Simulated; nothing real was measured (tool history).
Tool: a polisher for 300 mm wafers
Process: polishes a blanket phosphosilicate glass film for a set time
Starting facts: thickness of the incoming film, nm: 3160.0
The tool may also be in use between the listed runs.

run,hour,flow of slurry (ml/min),pressure of the wafer on the pad (kPa),speed of the pad under the wafer (cm/s),abrasive content of the slurry,polishing time (s),film removed (angstrom)
1,0.0,140,20.0,90,1.0,122,10467.0
2,5.4,135,17.2,90,1.0,122,9024.6
3,13.0,135,19.3,90,1.0,122,10061.0
4,16.2,130,17.2,90,1.0,122,9007.8
5,22.6,125,15.9,90,1.0,122,8227.8
6,24.0,120,15.2,90,1.0,122,7774.8
7,31.7,110,14.5,90,1.0,122,7351.3
8,37.7,95,13.1,90,1.0,122,6306.7

Predict the results of run 9:
9,45.3,100,13.1,90,1.0,122,?

{"run 9": {"film removed (angstrom)": 6433.0}}
